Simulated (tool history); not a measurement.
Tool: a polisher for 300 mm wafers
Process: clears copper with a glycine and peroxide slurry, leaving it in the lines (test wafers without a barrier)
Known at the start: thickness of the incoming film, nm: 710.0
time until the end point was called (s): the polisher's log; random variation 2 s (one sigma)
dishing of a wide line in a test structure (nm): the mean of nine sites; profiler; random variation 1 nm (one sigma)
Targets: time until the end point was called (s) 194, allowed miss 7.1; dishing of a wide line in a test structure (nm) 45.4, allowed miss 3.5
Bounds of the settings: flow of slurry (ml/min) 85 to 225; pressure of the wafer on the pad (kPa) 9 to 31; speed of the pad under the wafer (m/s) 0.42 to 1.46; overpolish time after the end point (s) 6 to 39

run,hour,flow of slurry (ml/min),pressure of the wafer on the pad (kPa),speed of the pad under the wafer (m/s),overpolish time after the end point (s),time until the end point was called (s),dishing of a wide line in a test structure (nm)
1,0,145,20,0.94,20,158.41,46.713
2,1.3,145,20,0.94,12,160.36,33.5
3,9.5,145,20,0.94,8,158.87,23.454
4,18.1,145,16.5,0.94,8,179.72,20.94
5,24.5,145,13.1,0.94,8,214.85,17.361
6,25.5,145,13.1,1.1,8,191.22,19.994
7,27.3,140,13.1,1.1,12,188.89,28.602
8,34.7,130,13.1,1.12,13,188.66,30.587
9,35.6,120,13.1,1.12,14,194.27,31.247
10,41.7,120,13.1,1.12,14,192.03,32.519
11,43.1,115,13.1,1.12,15,195.19,34.252

Which of these 5 next moves meets every target?
A,44.5,125,13.8,1.04,27,?,?
B,44.5,100,15.2,1.14,16,?,?
C,44.5,130,11.7,1.18,24,?,?
D,44.5,110,11.7,1.14,34,?,?
E,44.5,105,12.4,1.08,23,?,?

move,time until the end point was called (s),dishing of a wide line in a test structure (nm)
A,197.88,50.42
B,179.83,37.145
C,198.68,45.771
D,210.7,55.176
E,213.56,42.545
A: takes the result that was furthest off past its target
B: nearer than the last run, and not there yet
C: meets every target
D: takes the result that was furthest off past its target
E: brings the result that was furthest off to its target, and leaves another outside
The right move is C.
